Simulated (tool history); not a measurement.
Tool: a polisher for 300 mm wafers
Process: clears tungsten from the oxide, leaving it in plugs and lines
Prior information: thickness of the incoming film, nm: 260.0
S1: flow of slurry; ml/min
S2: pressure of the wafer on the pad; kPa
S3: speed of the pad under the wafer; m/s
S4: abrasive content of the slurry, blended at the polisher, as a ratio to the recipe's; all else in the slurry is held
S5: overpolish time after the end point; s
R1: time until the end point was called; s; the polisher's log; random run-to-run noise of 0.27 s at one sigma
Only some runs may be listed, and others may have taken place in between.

| run | hour | S1 | S2 | S3 | S4 | S5 | R1 |
|---|---|---|---|---|---|---|---|
| 1 | 0.0 | 295 | 33.8 | 1.06 | 1.0 | 38 | 43.790 |
| 2 | 6.3 | 295 | 33.8 | 1.32 | 1.0 | 38 | 35.141 |
| 3 | 13.0 | 295 | 35.2 | 1.32 | 1.0 | 38 | 33.656 |
| 4 | 17.9 | 295 | 36.5 | 1.32 | 1.0 | 38 | 32.748 |
| 5 | 23.1 | 295 | 37.2 | 1.32 | 1.0 | 38 | 31.908 |
| 6 | 31.7 | 265 | 37.2 | 1.32 | 1.0 | 38 | 31.772 |

Expected results for the next run?
| 7 | 40.7 | 265 | 37.9 | 1.32 | 1.0 | 38 | ? |

Run 7 came out at R1 31.503 s.
